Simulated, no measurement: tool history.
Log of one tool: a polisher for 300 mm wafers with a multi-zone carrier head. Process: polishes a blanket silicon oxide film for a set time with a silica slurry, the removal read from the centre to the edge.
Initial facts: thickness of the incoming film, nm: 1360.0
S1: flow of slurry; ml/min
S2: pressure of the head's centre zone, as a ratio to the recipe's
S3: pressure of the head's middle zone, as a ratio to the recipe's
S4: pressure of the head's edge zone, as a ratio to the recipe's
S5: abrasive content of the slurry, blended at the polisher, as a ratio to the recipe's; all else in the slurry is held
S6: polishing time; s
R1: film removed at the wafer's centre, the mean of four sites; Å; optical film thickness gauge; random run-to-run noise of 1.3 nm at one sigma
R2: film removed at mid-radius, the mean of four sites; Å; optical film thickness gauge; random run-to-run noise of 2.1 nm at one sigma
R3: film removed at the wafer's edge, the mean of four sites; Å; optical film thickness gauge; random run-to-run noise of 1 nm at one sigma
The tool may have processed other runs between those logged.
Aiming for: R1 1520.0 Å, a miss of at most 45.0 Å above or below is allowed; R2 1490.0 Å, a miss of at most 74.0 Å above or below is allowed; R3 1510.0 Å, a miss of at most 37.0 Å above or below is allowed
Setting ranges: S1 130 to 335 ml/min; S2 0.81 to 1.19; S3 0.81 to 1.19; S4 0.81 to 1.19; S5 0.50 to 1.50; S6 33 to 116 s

run,hour,S1,S2,S3,S4,S5,S6,R1,R2,R3
1,0.0,215,1.00,1.00,1.00,1.00,74,2399.3,2344.1,2389.7
2,6.7,215,0.99,0.99,0.99,0.95,73,2241.8,2207.1,2255.5
3,11.8,215,0.99,0.99,0.92,0.95,73,2277.4,2277.1,2205.3
4,19.6,180,0.99,0.99,0.92,0.95,73,2185.9,2172.6,2175.8
5,24.1,180,0.99,0.99,0.92,0.85,73,2112.7,2068.6,2050.7
6,25.7,180,0.99,0.99,0.92,1.00,73,2265.1,2173.5,2220.8
7,32.8,180,0.99,0.98,0.91,0.95,72,2176.7,2128.9,2092.6
8,39.3,175,0.98,0.96,0.91,0.90,72,2101.4,2078.1,2065.7
9,43.6,170,0.98,0.95,0.91,0.85,71,2021.8,1977.2,1968.7
10,47.5,165,0.98,0.94,0.91,0.80,70,1918.7,1842.1,1885.5
11,54.4,180,0.94,0.94,0.83,0.55,66,1457.3,1436.3,1437.0
12,62.4,180,0.94,0.94,0.84,0.55,66,1454.7,1448.7,1433.9

Pick the move, out of 4, that brings all results within their allowed miss; only one does.
A,70.4,175,1.08,0.95,0.81,0.65,59,?,?,?
B,70.4,165,0.93,0.92,0.85,0.55,71,?,?,?
C,70.4,165,0.90,0.92,0.86,0.65,62,?,?,?
D,70.4,180,0.89,0.98,0.88,0.55,64,?,?,?

move,R1,R2,R3
A,1561.8,1430.8,1373.6
B,1522.5,1518.3,1533.0
C,1421.3,1451.2,1472.8
D,1351.0,1462.8,1416.5
A: further off than the last run
B: every result within its allowed miss
C: further off than the last run
D: further off than the last run
Move B is the one to make.

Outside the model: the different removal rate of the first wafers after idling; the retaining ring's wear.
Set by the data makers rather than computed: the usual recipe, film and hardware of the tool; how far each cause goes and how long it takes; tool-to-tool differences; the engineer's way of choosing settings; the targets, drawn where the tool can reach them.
